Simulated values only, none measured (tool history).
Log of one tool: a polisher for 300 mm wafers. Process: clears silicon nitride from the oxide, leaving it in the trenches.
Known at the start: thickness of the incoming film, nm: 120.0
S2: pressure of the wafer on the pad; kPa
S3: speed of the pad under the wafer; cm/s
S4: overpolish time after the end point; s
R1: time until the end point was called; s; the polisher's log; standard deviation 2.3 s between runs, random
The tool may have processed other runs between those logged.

run 1 hour=0.0 | flow_of_slurry_(ml/min)=125 S2=17.2 S3=100 S4=5 | R1=143.26
run 2 hour=7.5 | flow_of_slurry_(ml/min)=120 S2=15.9 S3=100 S4=5 | R1=156.68
run 3 hour=14.9 | flow_of_slurry_(ml/min)=115 S2=15.2 S3=100 S4=5 | R1=162.24
run 4 hour=15.7 | flow_of_slurry_(ml/min)=115 S2=14.5 S3=100 S4=5 | R1=167.57
run 5 hour=22.9 | flow_of_slurry_(ml/min)=100 S2=14.5 S3=100 S4=5 | R1=173.23
run 6 hour=28.6 | flow_of_slurry_(ml/min)=100 S2=13.8 S3=100 S4=5 | R1=179.21
run 7 hour=33.5 | flow_of_slurry_(ml/min)=100 S2=13.1 S3=100 S4=5 | R1=188.07

Forecast run 8:
run 8 hour=37.6 | flow_of_slurry_(ml/min)=100 S2=12.4 S3=100 S4=5 | R1=?

{"run 8": {"R1": 196.77}}
